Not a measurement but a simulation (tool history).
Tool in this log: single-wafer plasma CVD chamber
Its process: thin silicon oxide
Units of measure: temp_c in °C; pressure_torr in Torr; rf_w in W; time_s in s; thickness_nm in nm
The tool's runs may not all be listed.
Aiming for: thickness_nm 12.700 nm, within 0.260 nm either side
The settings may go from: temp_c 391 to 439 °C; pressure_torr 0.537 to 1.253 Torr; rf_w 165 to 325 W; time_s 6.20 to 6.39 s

run,hour,temp_c,pressure_torr,rf_w,time_s,thickness_nm
1,0.0,415,0.895,245,6.20,10.335
2,2.9,423,0.895,245,6.20,10.314
3,4.1,423,0.947,245,6.20,10.667
4,10.3,423,0.999,245,6.20,10.972
5,12.6,423,1.051,245,6.20,11.251
6,15.4,423,1.097,245,6.20,11.364
7,18.3,423,1.130,250,6.21,11.708
8,20.3,423,1.156,255,6.22,11.886
9,20.8,423,1.177,260,6.24,12.062
10,25.0,423,1.193,260,6.26,12.263
11,32.9,423,1.206,260,6.27,12.375
12,40.6,423,1.216,260,6.27,12.401
13,44.5,423,1.224,260,6.28,12.432

Exercise: of the 4 proposed moves below, exactly one satisfies all targets within the stated allowed misses. Which move is it?
A,48.4,410,1.247,275,6.39,?
B,48.4,417,1.250,250,6.39,?
C,48.4,423,1.253,280,6.38,?
D,48.4,422,1.253,300,6.26,?

move,thickness_nm
A,13.170
B,12.616
C,13.177
D,13.301
A: takes the result that was furthest off past its target
B: all results land within tolerance of their targets
C: takes the result that was furthest off past its target
D: takes the result that was furthest off past its target
B meets every target.
